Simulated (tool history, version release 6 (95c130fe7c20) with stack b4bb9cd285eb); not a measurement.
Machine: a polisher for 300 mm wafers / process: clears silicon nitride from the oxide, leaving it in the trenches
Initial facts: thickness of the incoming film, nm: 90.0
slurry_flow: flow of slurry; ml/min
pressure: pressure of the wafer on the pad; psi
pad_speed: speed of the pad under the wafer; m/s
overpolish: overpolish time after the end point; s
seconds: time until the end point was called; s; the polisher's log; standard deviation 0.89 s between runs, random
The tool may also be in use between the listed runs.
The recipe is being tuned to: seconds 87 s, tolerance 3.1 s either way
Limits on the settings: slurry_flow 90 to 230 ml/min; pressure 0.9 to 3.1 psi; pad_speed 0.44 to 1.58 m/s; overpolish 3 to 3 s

run	hour	slurry_flow	pressure	pad_speed	overpolish	seconds
1	0	150	2	1	3	135.42
2	8.3	125	2	1	3	142.1
3	14.8	135	2.2	1	3	129.27
4	18.3	145	2.4	1	3	120.1
5	23.6	145	2.4	1.1	3	107.3
6	25.6	150	2.5	1.1	3	103.94
7	32.5	155	2.6	1.1	3	100.1
8	33.4	155	2.7	1.1	3	95.931
9	35.8	155	2.8	1.1	3	93.803
10	43.9	160	2.8	1.1	3	93.438

Which of these 5 next moves meets every target?
A	52	150	2.7	1.32	3	?
B	52	160	2.6	1.06	3	?
C	52	175	2.8	1.16	3	?
D	52	210	2.9	1.18	3	?
E	52	150	2.9	0.96	3	?

move	seconds
A	82.344
B	104.07
C	88.135
D	81.9
E	105.57
A: takes the biggest miss from the last run beyond its target
B: lands further from the targets than the last run did
C: every result within its allowed miss
D: takes the biggest miss from the last run beyond its target
E: lands further from the targets than the last run did
Move C is the one to make.
